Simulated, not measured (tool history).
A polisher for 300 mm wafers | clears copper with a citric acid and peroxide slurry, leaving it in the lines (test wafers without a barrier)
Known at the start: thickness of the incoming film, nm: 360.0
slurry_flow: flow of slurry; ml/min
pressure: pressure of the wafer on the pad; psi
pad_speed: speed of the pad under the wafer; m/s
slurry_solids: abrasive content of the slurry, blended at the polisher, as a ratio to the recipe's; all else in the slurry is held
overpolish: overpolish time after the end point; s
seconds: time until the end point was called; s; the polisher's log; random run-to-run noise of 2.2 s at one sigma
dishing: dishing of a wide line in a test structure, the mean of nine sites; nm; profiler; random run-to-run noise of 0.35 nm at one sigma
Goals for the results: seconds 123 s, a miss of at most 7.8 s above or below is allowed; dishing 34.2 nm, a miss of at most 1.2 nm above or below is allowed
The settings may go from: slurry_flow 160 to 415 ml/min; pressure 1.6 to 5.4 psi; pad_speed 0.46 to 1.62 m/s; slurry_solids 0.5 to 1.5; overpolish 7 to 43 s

Run 1, day 0: slurry_flow 265 ml/min, pressure 3.5 psi, pad_speed 1.04 m/s, slurry_solids 1, overpolish 22 s. Result: seconds 171.39 s, dishing 29.3 nm.
Run 2, day 0.283: slurry_flow 265 ml/min, pressure 3.5 psi, pad_speed 1.2 m/s, slurry_solids 1, overpolish 22 s. Result: seconds 150.34 s, dishing 31.673 nm.
Run 3, day 0.317: slurry_flow 265 ml/min, pressure 4.2 psi, pad_speed 1.2 m/s, slurry_solids 1, overpolish 22 s. Result: seconds 128.76 s, dishing 36.81 nm.
Run 4, day 0.375: slurry_flow 265 ml/min, pressure 4.2 psi, pad_speed 1.42 m/s, slurry_solids 1, overpolish 22 s. Result: seconds 108.31 s, dishing 41.338 nm.
Run 5, day 0.554: slurry_flow 265 ml/min, pressure 4.2 psi, pad_speed 1.42 m/s, slurry_solids 1.1, overpolish 22 s. Result: seconds 103.79 s, dishing 41.102 nm.
Run 6, day 0.604: slurry_flow 265 ml/min, pressure 4.2 psi, pad_speed 1.42 m/s, slurry_solids 1.1, overpolish 28 s. Result: seconds 107.03 s, dishing 48.313 nm.
Run 7, day 0.858: slurry_flow 270 ml/min, pressure 3.9 psi, pad_speed 1.42 m/s, slurry_solids 1.15, overpolish 26 s. Result: seconds 110.04 s, dishing 44.281 nm.
Run 8, day 1.079: slurry_flow 275 ml/min, pressure 3.7 psi, pad_speed 1.42 m/s, slurry_solids 1.2, overpolish 25 s. Result: seconds 117.57 s, dishing 41.533 nm.
Run 9, day 1.317: slurry_flow 275 ml/min, pressure 3.6 psi, pad_speed 1.42 m/s, slurry_solids 1.2, overpolish 23 s. Result: seconds 119.33 s, dishing 38.55 nm.
Run 10, day 1.658: slurry_flow 275 ml/min, pressure 3.6 psi, pad_speed 1.42 m/s, slurry_solids 1.2, overpolish 22 s. Result: seconds 118.16 s, dishing 37.905 nm.
Run 11, day 1.821: slurry_flow 275 ml/min, pressure 3.5 psi, pad_speed 1.42 m/s, slurry_solids 1.2, overpolish 21 s. Result: seconds 123.18 s, dishing 35.907 nm.
Run 12, day 2.15: slurry_flow 275 ml/min, pressure 3.5 psi, pad_speed 1.42 m/s, slurry_solids 1.2, overpolish 21 s. Result: seconds 119.85 s, dishing 35.995 nm.

Of the 5 settings listed for the next run, only one would bring every result within its allowed miss of target. Which one?
Run A, day 2.479: slurry_flow 315 ml/min, pressure 3.5 psi, pad_speed 1.56 m/s, slurry_solids 1.25, overpolish 21 s. Result: seconds ?, dishing ?.
Run B, day 2.479: slurry_flow 290 ml/min, pressure 3.6 psi, pad_speed 1.54 m/s, slurry_solids 1.05, overpolish 21 s. Result: seconds ?, dishing ?.
Run C, day 2.479: slurry_flow 315 ml/min, pressure 3.2 psi, pad_speed 1.5 m/s, slurry_solids 1.2, overpolish 20 s. Result: seconds ?, dishing ?.
Run D, day 2.479: slurry_flow 185 ml/min, pressure 3.7 psi, pad_speed 1.38 m/s, slurry_solids 1.15, overpolish 23 s. Result: seconds ?, dishing ?.
Run E, day 2.479: slurry_flow 415 ml/min, pressure 3.3 psi, pad_speed 1.26 m/s, slurry_solids 1.3, overpolish 25 s. Result: seconds ?, dishing ?.

move  seconds  dishing
   A      111   37.947
   B   114.24   37.333
   C   126.92   33.342
   D    126.6   37.139
   E   140.47   36.311
A: the biggest miss grows against the last run
B: the biggest miss grows against the last run
C: every result lands within tolerance
D: the biggest miss grows against the last run
E: the biggest miss grows against the last run
The move that meets every target is C.

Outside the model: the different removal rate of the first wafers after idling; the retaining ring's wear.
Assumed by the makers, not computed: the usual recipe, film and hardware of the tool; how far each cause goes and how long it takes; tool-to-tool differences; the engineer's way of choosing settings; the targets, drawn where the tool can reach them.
